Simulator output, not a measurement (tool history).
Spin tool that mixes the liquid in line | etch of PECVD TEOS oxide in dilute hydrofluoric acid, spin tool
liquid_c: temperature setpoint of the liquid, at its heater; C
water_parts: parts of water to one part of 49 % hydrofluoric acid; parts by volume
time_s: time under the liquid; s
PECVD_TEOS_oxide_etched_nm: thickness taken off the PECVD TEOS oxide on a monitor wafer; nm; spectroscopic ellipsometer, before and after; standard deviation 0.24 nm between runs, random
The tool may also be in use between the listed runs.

| run | day | liquid_c | water_parts | time_s | PECVD_TEOS_oxide_etched_nm |
|---|---|---|---|---|---|
| 1 | 0 | 25 | 155 | 310 | 24.898 |
| 2 | 0.158 | 25 | 210 | 310 | 17.277 |
| 3 | 0.271 | 27 | 210 | 310 | 18.587 |
| 4 | 0.617 | 27.5 | 190 | 310 | 21.509 |
| 5 | 0.904 | 27.5 | 190 | 330 | 22.77 |
| 6 | 0.958 | 28 | 175 | 330 | 25.632 |

What does the tool deliver on the next run?
| 7 | 1.329 | 28.5 | 160 | 330 | ? |

Logged for run 7: PECVD_TEOS_oxide_etched_nm 29.072 nm.
